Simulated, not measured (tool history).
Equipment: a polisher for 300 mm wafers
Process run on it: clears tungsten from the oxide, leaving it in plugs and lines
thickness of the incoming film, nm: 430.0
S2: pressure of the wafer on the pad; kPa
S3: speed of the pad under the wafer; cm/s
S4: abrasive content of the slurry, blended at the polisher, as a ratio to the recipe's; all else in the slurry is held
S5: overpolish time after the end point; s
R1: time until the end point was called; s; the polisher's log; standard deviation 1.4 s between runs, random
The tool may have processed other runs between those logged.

Run 1, day 0.000: flow of slurry (ml/min) 150, S2 21.4 kPa, S3 126 cm/s, S4 1.0, S5 4 s. Result: R1 96.084 s.
Run 2, day 0.362: flow of slurry (ml/min) 150, S2 17.9 kPa, S3 126 cm/s, S4 1.0, S5 4 s. Result: R1 116.420 s.
Run 3, day 0.662: flow of slurry (ml/min) 150, S2 17.9 kPa, S3 126 cm/s, S4 0.9, S5 4 s. Result: R1 118.470 s.
Run 4, day 0.971: flow of slurry (ml/min) 150, S2 17.9 kPa, S3 114 cm/s, S4 0.9, S5 4 s. Result: R1 131.510 s.
Run 5, day 1.292: flow of slurry (ml/min) 150, S2 19.3 kPa, S3 116 cm/s, S4 0.9, S5 4 s. Result: R1 119.800 s.
Run 6, day 1.621: flow of slurry (ml/min) 150, S2 20.7 kPa, S3 118 cm/s, S4 0.9, S5 4 s. Result: R1 109.840 s.
Run 7, day 1.825: flow of slurry (ml/min) 150, S2 26.9 kPa, S3 128 cm/s, S4 0.9, S5 4 s. Result: R1 84.934 s.
Run 8, day 1.958: flow of slurry (ml/min) 150, S2 27.6 kPa, S3 128 cm/s, S4 0.9, S5 4 s. Result: R1 80.082 s.

The next listed run, before its measurement:
Run 9, day 2.271: flow of slurry (ml/min) 150, S2 28.3 kPa, S3 128 cm/s, S4 0.9, S5 4 s. Result: R1 ?.

R1: 79.083 s
